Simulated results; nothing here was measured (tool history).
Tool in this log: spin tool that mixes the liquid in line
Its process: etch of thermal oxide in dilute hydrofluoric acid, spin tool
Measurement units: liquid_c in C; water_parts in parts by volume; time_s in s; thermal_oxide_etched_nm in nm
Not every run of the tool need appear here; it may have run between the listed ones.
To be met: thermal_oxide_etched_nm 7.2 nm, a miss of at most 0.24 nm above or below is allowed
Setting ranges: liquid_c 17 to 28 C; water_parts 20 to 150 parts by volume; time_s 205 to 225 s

| run | hour | liquid_c | water_parts | time_s | thermal_oxide_etched_nm |
|---|---|---|---|---|---|
| 1 | 0 | 20 | 85 | 205 | 10.68 |
| 2 | 4.2 | 19 | 90 | 205 | 9.5479 |
| 3 | 7.3 | 17.5 | 90 | 205 | 9.0971 |
| 4 | 15.7 | 17.5 | 75 | 205 | 10.768 |
| 5 | 24.2 | 17.5 | 75 | 205 | 11.147 |
| 6 | 33.1 | 17.5 | 85 | 205 | 9.7208 |
| 7 | 35.4 | 17.5 | 90 | 205 | 9.051 |
| 8 | 39.4 | 17.5 | 95 | 205 | 8.6643 |
| 9 | 42.9 | 17.5 | 100 | 205 | 8.0182 |
| 10 | 45.2 | 17 | 105 | 205 | 7.4895 |

Of the 5 settings listed for the next run, only one would bring every result within its allowed miss of target. Which one?
| A | 47.5 | 17 | 100 | 210 | ? |
| B | 47.5 | 17.5 | 110 | 225 | ? |
| C | 47.5 | 18.5 | 110 | 215 | ? |
| D | 47.5 | 17 | 110 | 210 | ? |
| E | 47.5 | 17.5 | 105 | 215 | ? |

| move | thermal_oxide_etched_nm |
|---|---|
| A | 8.0343 |
| B | 7.903 |
| C | 7.8671 |
| D | 7.2258 |
| E | 7.9544 |
A: lands further from the targets than the last run did
B: lands further from the targets than the last run did
C: lands further from the targets than the last run did
D: meets every target
E: lands further from the targets than the last run did
The right move is D.
